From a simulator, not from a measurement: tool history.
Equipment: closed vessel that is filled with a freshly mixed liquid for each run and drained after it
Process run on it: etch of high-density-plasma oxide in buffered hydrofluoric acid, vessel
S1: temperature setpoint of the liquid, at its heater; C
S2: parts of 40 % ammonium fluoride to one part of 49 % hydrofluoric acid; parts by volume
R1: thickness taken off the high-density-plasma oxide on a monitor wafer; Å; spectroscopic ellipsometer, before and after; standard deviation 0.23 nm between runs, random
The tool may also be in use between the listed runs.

{"run": 1, "hour": 0.0, "S1": 20.0, "S2": 15.0, "time in the liquid (s)": 30, "R1": 256.39}
{"run": 2, "hour": 1.8, "S1": 21.0, "S2": 14.5, "time in the liquid (s)": 30, "R1": 279.78}
{"run": 3, "hour": 4.8, "S1": 21.0, "S2": 10.5, "time in the liquid (s)": 30, "R1": 386.7}
{"run": 4, "hour": 9.3, "S1": 21.0, "S2": 10.5, "time in the liquid (s)": 30, "R1": 384.74}
{"run": 5, "hour": 18.3, "S1": 23.0, "S2": 10.5, "time in the liquid (s)": 30, "R1": 427.79}
{"run": 6, "hour": 25.5, "S1": 23.0, "S2": 12.5, "time in the liquid (s)": 30, "R1": 363.45}
{"run": 7, "hour": 33.0, "S1": 23.5, "S2": 12.5, "time in the liquid (s)": 30, "R1": 372.94}

Expected results for the next run?
{"run": 8, "hour": 41.8, "S1": 24.0, "S2": 12.5, "time in the liquid (s)": 30, "R1": "?"}

R1: 382.11 Å
